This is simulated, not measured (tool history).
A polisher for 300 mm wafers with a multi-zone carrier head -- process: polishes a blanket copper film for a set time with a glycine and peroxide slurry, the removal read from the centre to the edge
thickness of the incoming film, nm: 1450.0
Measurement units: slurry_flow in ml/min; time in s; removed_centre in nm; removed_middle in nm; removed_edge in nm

| run | day | slurry_flow | centre_zone | middle_zone | edge_zone | time | removed_centre | removed_middle | removed_edge |
|---|---|---|---|---|---|---|---|---|---|
| 1 | 0 | 250 | 1 | 1 | 1 | 62 | 184.66 | 183.32 | 187.29 |
| 2 | 0.175 | 245 | 1 | 0.98 | 0.98 | 59 | 175.96 | 171.2 | 175.27 |
| 3 | 0.35 | 245 | 1.06 | 0.98 | 0.98 | 59 | 186.19 | 169.53 | 178.32 |
| 4 | 0.688 | 245 | 0.99 | 0.98 | 0.98 | 59 | 175.45 | 176.44 | 177.17 |
| 5 | 0.896 | 245 | 0.99 | 0.98 | 0.98 | 48 | 141.18 | 139.52 | 145.08 |
| 6 | 0.938 | 240 | 1 | 0.96 | 0.97 | 47 | 141.58 | 136.72 | 139.14 |
| 7 | 1.146 | 235 | 1 | 0.94 | 0.98 | 46 | 134.71 | 131.03 | 136.28 |
| 8 | 1.242 | 230 | 1.01 | 0.92 | 0.98 | 46 | 135.76 | 131.12 | 136.69 |
| 9 | 1.529 | 230 | 1.02 | 0.91 | 0.98 | 45 | 134.96 | 124.12 | 133.87 |
| 10 | 1.875 | 225 | 1.02 | 0.9 | 0.97 | 45 | 134.04 | 121.72 | 132.47 |
| 11 | 2.071 | 220 | 1.02 | 0.89 | 0.96 | 45 | 133.58 | 117.23 | 132.25 |
| 12 | 2.221 | 220 | 1.02 | 0.89 | 0.95 | 45 | 135.63 | 121.09 | 131.27 |
| 13 | 2.317 | 220 | 1.02 | 0.89 | 0.95 | 45 | 133.47 | 119.38 | 132.52 |
| 14 | 2.471 | 220 | 1.02 | 0.89 | 0.95 | 45 | 134.62 | 120.33 | 133.42 |
| 15 | 2.717 | 220 | 1.03 | 0.89 | 0.95 | 45 | 134.97 | 117.57 | 131.7 |

What will run 16 give?
| 16 | 2.912 | 215 | 1.03 | 0.89 | 0.94 | 45 | ? | ? | ? |

{"run 16": {"removed_centre": 135.92, "removed_middle": 121.92, "removed_edge": 130.45}}
